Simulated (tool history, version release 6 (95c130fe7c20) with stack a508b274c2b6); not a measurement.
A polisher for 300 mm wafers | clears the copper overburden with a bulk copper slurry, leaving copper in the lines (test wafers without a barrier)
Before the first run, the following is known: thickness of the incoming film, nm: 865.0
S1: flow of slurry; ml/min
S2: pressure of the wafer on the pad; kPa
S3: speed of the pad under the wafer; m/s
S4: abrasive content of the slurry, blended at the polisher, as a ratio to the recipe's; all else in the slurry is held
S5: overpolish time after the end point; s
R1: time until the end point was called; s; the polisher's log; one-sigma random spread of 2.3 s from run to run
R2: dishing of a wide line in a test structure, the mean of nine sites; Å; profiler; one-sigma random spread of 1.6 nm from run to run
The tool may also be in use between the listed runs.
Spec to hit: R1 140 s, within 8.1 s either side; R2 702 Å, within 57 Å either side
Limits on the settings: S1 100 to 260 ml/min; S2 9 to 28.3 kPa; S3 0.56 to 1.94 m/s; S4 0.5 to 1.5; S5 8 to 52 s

{"run": 1, "hour": 0.0, "S1": 165, "S2": 18.6, "S3": 1.24, "S4": 1, "S5": 26, "R1": 73.567, "R2": 1181.3}
{"run": 2, "hour": 1.5, "S1": 165, "S2": 15.9, "S3": 1.2, "S4": 1, "S5": 22, "R1": 86.059, "R2": 953.06}
{"run": 3, "hour": 2.8, "S1": 165, "S2": 15.9, "S3": 1.2, "S4": 1.2, "S5": 22, "R1": 84.878, "R2": 990.12}
{"run": 4, "hour": 9.3, "S1": 165, "S2": 15.9, "S3": 1.2, "S4": 1.2, "S5": 12, "R1": 85.175, "R2": 726.13}
{"run": 5, "hour": 16.7, "S1": 165, "S2": 13.8, "S3": 1.14, "S4": 1.2, "S5": 14, "R1": 103.61, "R2": 700.62}
{"run": 6, "hour": 23.0, "S1": 125, "S2": 13.8, "S3": 1.14, "S4": 1.2, "S5": 14, "R1": 107.35, "R2": 665.84}
{"run": 7, "hour": 25.1, "S1": 125, "S2": 13.1, "S3": 1.12, "S4": 1.2, "S5": 16, "R1": 114.03, "R2": 682.02}
{"run": 8, "hour": 31.7, "S1": 125, "S2": 12.4, "S3": 1.1, "S4": 1.2, "S5": 18, "R1": 124.73, "R2": 705.32}
{"run": 9, "hour": 36.1, "S1": 125, "S2": 11.7, "S3": 1.1, "S4": 1.2, "S5": 19, "R1": 125.03, "R2": 696.89}

Consider the 5 candidate settings below. Which is the only one whose results all fall within their allowed miss of target?
{"run": "A", "hour": 40.5, "S1": 150, "S2": 11, "S3": 0.94, "S4": 1.05, "S5": 25, "R1": "?", "R2": "?"}
{"run": "B", "hour": 40.5, "S1": 130, "S2": 13.8, "S3": 1.1, "S4": 1.2, "S5": 15, "R1": "?", "R2": "?"}
{"run": "C", "hour": 40.5, "S1": 150, "S2": 9.7, "S3": 1.48, "S4": 1, "S5": 16, "R1": "?", "R2": "?"}
{"run": "D", "hour": 40.5, "S1": 160, "S2": 13.8, "S3": 1.06, "S4": 1.3, "S5": 15, "R1": "?", "R2": "?"}
{"run": "E", "hour": 40.5, "S1": 135, "S2": 11, "S3": 1.04, "S4": 1.2, "S5": 21, "R1": "?", "R2": "?"}

move=A R1=153.18 R2=716.08
move=B R1=106.13 R2=677.52
move=C R1=114.56 R2=639.49
move=D R1=105.62 R2=679.6
move=E R1=137.78 R2=688.05
A: moves the result that the last run missed by most past its target, out the other side
B: its largest miss is bigger than the last run's
C: its largest miss is bigger than the last run's
D: its largest miss is bigger than the last run's
E: meets every target
The move that meets every target is E.
